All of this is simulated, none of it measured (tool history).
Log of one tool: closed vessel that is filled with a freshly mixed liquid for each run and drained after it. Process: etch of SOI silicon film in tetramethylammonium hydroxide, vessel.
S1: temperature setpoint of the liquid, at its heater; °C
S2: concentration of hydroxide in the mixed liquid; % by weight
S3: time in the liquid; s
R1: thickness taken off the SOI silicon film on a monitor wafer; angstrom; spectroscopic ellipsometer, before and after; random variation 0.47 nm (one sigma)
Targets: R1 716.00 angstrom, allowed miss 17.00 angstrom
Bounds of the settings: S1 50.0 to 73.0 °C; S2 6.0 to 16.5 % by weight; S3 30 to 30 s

run 1 hour=0.0 | S1=60.0 S2=11.0 S3=30 | R1=1117.50
run 2 hour=7.2 | S1=59.0 S2=11.0 S3=30 | R1=1059.00
run 3 hour=9.9 | S1=58.0 S2=11.0 S3=30 | R1=979.02
run 4 hour=14.7 | S1=57.5 S2=11.0 S3=30 | R1=953.93
run 5 hour=22.0 | S1=62.5 S2=11.0 S3=30 | R1=1290.20
run 6 hour=25.5 | S1=61.0 S2=11.0 S3=30 | R1=1177.20
run 7 hour=34.3 | S1=54.5 S2=11.0 S3=30 | R1=778.06
run 8 hour=42.5 | S1=53.5 S2=11.0 S3=30 | R1=738.73

4 next moves are on the table. One of them brings every result within its allowed miss. Which?
run A hour=50.7 | S1=53.5 S2=10.0 S3=30 | R1=?
run B hour=50.7 | S1=54.5 S2=12.5 S3=30 | R1=?
run C hour=50.7 | S1=53.0 S2=10.5 S3=30 | R1=?
run D hour=50.7 | S1=53.0 S2=9.5 S3=30 | R1=?

move=A R1=756.88
move=B R1=743.75
move=C R1=720.94
move=D R1=747.98
A: further off than the last run
B: further off than the last run
C: meets every target
D: further off than the last run
The right move is C.
